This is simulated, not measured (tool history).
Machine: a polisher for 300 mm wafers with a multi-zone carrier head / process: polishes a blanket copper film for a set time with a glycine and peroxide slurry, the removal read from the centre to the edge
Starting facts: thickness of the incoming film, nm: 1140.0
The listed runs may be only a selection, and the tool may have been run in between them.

run,day,flow of slurry (ml/min),pressure of the head's centre zone,pressure of the head's middle zone,pressure of the head's edge zone,polishing time (s),film removed at the wafer's centre (Å),film removed at mid-radius (Å),film removed at the wafer's edge (Å)
1,0,130,1,1,1,36,2598.8,2567.9,2545.2
2,0.079,130,1.07,1,1,36,2787.6,2561.9,2606.7
3,0.438,120,1,0.99,0.99,35,2464.1,2405.7,2458.6
4,0.621,120,0.92,0.99,0.99,35,2336.7,2398.2,2443.4
5,0.696,120,0.92,1.05,0.99,35,2339.5,2517,2445.6
6,0.783,120,0.85,1.05,0.99,35,2213.3,2544.7,2440.3
7,0.825,85,0.81,1,0.93,30,1646.2,1872.4,1936.3
8,0.904,95,0.81,1.01,0.93,30,1720.7,1996.7,1956.8

For run 9, what comes out?
9,1.112,95,0.81,1.01,0.93,30,?,?,?

Run 9 produced film removed at the wafer's centre (Å) 1701.4, film removed at mid-radius (Å) 1977.6, film removed at the wafer's edge (Å) 1970.9.
